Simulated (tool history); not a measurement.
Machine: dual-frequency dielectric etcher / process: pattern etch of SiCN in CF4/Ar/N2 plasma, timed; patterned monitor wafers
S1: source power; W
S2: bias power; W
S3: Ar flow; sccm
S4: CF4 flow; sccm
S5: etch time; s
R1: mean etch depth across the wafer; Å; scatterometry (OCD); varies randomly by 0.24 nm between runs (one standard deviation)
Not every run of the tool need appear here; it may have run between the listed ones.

| run | day | S1 | S2 | S3 | S4 | S5 | R1 |
|---|---|---|---|---|---|---|---|
| 1 | 0 | 490 | 62 | 100 | 76 | 99 | 873.28 |
| 2 | 0.362 | 540 | 62 | 100 | 76 | 99 | 967.02 |
| 3 | 0.579 | 510 | 62 | 100 | 76 | 99 | 919.56 |
| 4 | 0.754 | 490 | 62 | 100 | 76 | 99 | 877.33 |
| 5 | 1.046 | 490 | 62 | 100 | 85 | 99 | 886.3 |
| 6 | 1.225 | 490 | 62 | 100 | 90 | 99 | 893.49 |
| 7 | 1.388 | 470 | 62 | 100 | 90 | 99 | 854.85 |

What will run 8 give?
| 8 | 1.608 | 470 | 62 | 100 | 90 | 99 | ? |

Run 8 came out at R1 851.7 Å.
